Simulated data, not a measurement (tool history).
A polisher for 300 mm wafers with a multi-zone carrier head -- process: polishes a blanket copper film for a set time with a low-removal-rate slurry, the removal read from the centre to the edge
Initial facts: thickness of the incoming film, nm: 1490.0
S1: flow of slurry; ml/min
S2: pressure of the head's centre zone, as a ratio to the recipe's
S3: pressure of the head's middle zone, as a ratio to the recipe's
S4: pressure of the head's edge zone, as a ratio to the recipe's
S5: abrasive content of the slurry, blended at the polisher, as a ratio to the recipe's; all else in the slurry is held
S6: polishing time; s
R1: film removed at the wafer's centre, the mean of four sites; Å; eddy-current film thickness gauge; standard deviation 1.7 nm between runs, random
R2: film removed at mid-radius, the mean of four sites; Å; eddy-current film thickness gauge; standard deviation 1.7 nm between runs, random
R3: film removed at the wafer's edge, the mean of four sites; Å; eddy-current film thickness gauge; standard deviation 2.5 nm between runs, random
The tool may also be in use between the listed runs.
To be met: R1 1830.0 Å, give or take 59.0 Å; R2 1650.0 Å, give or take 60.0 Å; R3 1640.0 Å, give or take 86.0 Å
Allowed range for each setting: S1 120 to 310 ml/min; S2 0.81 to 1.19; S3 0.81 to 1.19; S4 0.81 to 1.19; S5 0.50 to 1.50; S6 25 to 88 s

Run 1, hour 0.0: S1 200 ml/min, S2 1.00, S3 1.00, S4 1.00, S5 1.00, S6 56 s. Result: R1 2006.6 Å, R2 1918.3 Å, R3 1936.5 Å.
Run 2, hour 8.4: S1 200 ml/min, S2 1.00, S3 1.00, S4 1.04, S5 1.00, S6 56 s. Result: R1 2023.7 Å, R2 1877.4 Å, R3 1993.9 Å.
Run 3, hour 12.2: S1 200 ml/min, S2 1.00, S3 1.00, S4 1.04, S5 1.00, S6 47 s. Result: R1 1713.5 Å, R2 1625.0 Å, R3 1633.9 Å.
Run 4, hour 20.2: S1 200 ml/min, S2 1.00, S3 1.09, S4 1.04, S5 1.00, S6 47 s. Result: R1 1687.0 Å, R2 1752.1 Å, R3 1632.7 Å.
Run 5, hour 27.7: S1 200 ml/min, S2 1.00, S3 1.09, S4 1.04, S5 1.00, S6 38 s. Result: R1 1389.2 Å, R2 1409.2 Å, R3 1314.9 Å.
Run 6, hour 31.6: S1 205 ml/min, S2 1.01, S3 1.09, S4 1.06, S5 1.05, S6 38 s. Result: R1 1401.0 Å, R2 1443.5 Å, R3 1328.7 Å.
Run 7, hour 34.7: S1 205 ml/min, S2 1.02, S3 1.08, S4 1.06, S5 1.05, S6 39 s. Result: R1 1434.1 Å, R2 1448.5 Å, R3 1411.1 Å.
Run 8, hour 36.7: S1 210 ml/min, S2 1.04, S3 1.08, S4 1.04, S5 1.05, S6 40 s. Result: R1 1527.9 Å, R2 1511.8 Å, R3 1446.4 Å.
Run 9, hour 43.3: S1 215 ml/min, S2 1.06, S3 1.08, S4 1.04, S5 1.05, S6 40 s. Result: R1 1591.9 Å, R2 1510.8 Å, R3 1412.7 Å.
Run 10, hour 45.9: S1 220 ml/min, S2 1.07, S3 1.08, S4 1.05, S5 1.10, S6 40 s. Result: R1 1589.0 Å, R2 1520.6 Å, R3 1438.5 Å.
Run 11, hour 49.9: S1 220 ml/min, S2 1.08, S3 1.08, S4 1.06, S5 1.15, S6 40 s. Result: R1 1634.4 Å, R2 1527.1 Å, R3 1465.3 Å.
Run 12, hour 58.9: S1 225 ml/min, S2 1.09, S3 1.08, S4 1.07, S5 1.20, S6 40 s. Result: R1 1656.9 Å, R2 1556.7 Å, R3 1477.6 Å.

Of the 4 settings listed for the next run, only one would bring every result within its allowed miss of target. Which one?
Run A, hour 67.9: S1 265 ml/min, S2 1.07, S3 1.01, S4 1.03, S5 1.30, S6 44 s. Result: R1 ?, R2 ?, R3 ?.
Run B, hour 67.9: S1 245 ml/min, S2 1.09, S3 1.12, S4 0.93, S5 0.95, S6 43 s. Result: R1 ?, R2 ?, R3 ?.
Run C, hour 67.9: S1 220 ml/min, S2 1.06, S3 1.13, S4 1.07, S5 1.10, S6 45 s. Result: R1 ?, R2 ?, R3 ?.
Run D, hour 67.9: S1 205 ml/min, S2 1.08, S3 1.14, S4 1.00, S5 1.35, S6 40 s. Result: R1 ?, R2 ?, R3 ?.

move      R1      R2      R3
   A  1830.1  1662.2  1656.2
   B  1688.1  1643.6  1428.6
   C  1753.6  1771.3  1638.9
   D  1649.6  1648.8  1467.1
A: in spec on every target
B: better than the last run, though not everything is in spec
C: better than the last run, though not everything is in spec
D: roughly where the last run was
Go with A: it meets all targets.

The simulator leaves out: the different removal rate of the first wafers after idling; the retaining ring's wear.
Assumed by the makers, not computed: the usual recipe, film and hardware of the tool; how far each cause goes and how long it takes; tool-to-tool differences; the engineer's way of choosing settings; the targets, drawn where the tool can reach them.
